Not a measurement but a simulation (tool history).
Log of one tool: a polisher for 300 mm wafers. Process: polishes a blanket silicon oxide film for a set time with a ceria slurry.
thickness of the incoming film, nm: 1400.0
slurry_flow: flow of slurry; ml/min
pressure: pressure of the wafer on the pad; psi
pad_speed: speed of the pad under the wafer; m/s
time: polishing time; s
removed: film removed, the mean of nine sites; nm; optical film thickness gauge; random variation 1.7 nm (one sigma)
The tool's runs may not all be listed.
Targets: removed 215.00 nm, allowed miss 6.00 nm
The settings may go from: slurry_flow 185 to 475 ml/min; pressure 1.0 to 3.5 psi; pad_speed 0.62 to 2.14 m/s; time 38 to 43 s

Run 1, hour 0.0: slurry_flow 305 ml/min, pressure 2.2 psi, pad_speed 1.38 m/s, time 43 s. Result: removed 161.15 nm.
Run 2, hour 1.2: slurry_flow 305 ml/min, pressure 2.4 psi, pad_speed 1.38 m/s, time 43 s. Result: removed 171.31 nm.
Run 3, hour 6.3: slurry_flow 360 ml/min, pressure 2.4 psi, pad_speed 1.38 m/s, time 43 s. Result: removed 174.05 nm.
Run 4, hour 14.4: slurry_flow 360 ml/min, pressure 2.6 psi, pad_speed 1.38 m/s, time 43 s. Result: removed 186.37 nm.
Run 5, hour 15.2: slurry_flow 360 ml/min, pressure 2.7 psi, pad_speed 1.38 m/s, time 43 s. Result: removed 189.72 nm.
Run 6, hour 20.3: slurry_flow 360 ml/min, pressure 2.7 psi, pad_speed 1.24 m/s, time 43 s. Result: removed 174.71 nm.
Run 7, hour 27.9: slurry_flow 365 ml/min, pressure 3.2 psi, pad_speed 1.24 m/s, time 43 s. Result: removed 198.62 nm.
Run 8, hour 28.5: slurry_flow 365 ml/min, pressure 3.3 psi, pad_speed 1.24 m/s, time 43 s. Result: removed 200.67 nm.
Run 9, hour 35.5: slurry_flow 370 ml/min, pressure 3.4 psi, pad_speed 1.24 m/s, time 43 s. Result: removed 205.74 nm.

5 next moves are on the table. One of them brings every result within its allowed miss. Which?
Run A, hour 42.5: slurry_flow 360 ml/min, pressure 3.4 psi, pad_speed 1.26 m/s, time 41 s. Result: removed ?.
Run B, hour 42.5: slurry_flow 370 ml/min, pressure 3.4 psi, pad_speed 1.16 m/s, time 41 s. Result: removed ?.
Run C, hour 42.5: slurry_flow 280 ml/min, pressure 3.5 psi, pad_speed 1.18 m/s, time 41 s. Result: removed ?.
Run D, hour 42.5: slurry_flow 475 ml/min, pressure 3.5 psi, pad_speed 1.24 m/s, time 43 s. Result: removed ?.
Run E, hour 42.5: slurry_flow 320 ml/min, pressure 3.4 psi, pad_speed 1.20 m/s, time 43 s. Result: removed ?.

move  removed
   A   201.26
   B   188.01
   C   192.28
   D   216.27
   E   201.26
A: further off than the last run
B: further off than the last run
C: further off than the last run
D: meets every target
E: further off than the last run
Answer: D

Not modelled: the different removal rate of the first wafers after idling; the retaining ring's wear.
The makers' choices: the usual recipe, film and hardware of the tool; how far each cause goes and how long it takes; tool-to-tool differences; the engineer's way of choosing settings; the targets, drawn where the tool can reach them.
